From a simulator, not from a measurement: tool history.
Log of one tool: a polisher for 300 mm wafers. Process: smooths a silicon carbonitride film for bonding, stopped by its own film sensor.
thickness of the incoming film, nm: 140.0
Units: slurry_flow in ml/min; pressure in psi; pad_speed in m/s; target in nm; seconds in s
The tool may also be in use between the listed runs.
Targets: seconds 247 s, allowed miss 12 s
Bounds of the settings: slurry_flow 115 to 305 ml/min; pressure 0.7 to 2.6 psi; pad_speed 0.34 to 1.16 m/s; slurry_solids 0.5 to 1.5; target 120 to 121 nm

run	day	slurry_flow	pressure	pad_speed	slurry_solids	target	seconds
1	0	195	1.6	0.74	1	121	146.04
2	0.267	195	1.6	0.9	1	121	130.57
3	0.342	165	1.6	0.9	1	121	135.11
4	0.621	165	1.5	0.9	1	121	144.63
5	0.712	165	1.4	0.9	1	121	151.38
6	0.971	165	1.4	0.84	1	121	160.42
7	1.025	165	1.3	0.84	1	121	168.03
8	1.067	165	1.2	0.84	1	121	186.16
9	1.408	165	1.1	0.84	1	121	198.32
10	1.733	165	0.7	0.82	1	121	315.87
11	2.05	165	0.8	0.82	1	121	277.56

Which of these 4 next moves meets every target?
A	2.367	145	0.9	0.9	0.95	121	?
B	2.367	155	0.9	0.96	1.1	121	?
C	2.367	160	1.1	0.74	1	121	?
D	2.367	160	1	0.84	0.95	121	?

move	seconds
A	245.05
B	210.02
C	219.53
D	228.61
A: meets every target
B: takes the result that was furthest off past its target
C: takes the result that was furthest off past its target
D: takes the result that was furthest off past its target
Answer: A

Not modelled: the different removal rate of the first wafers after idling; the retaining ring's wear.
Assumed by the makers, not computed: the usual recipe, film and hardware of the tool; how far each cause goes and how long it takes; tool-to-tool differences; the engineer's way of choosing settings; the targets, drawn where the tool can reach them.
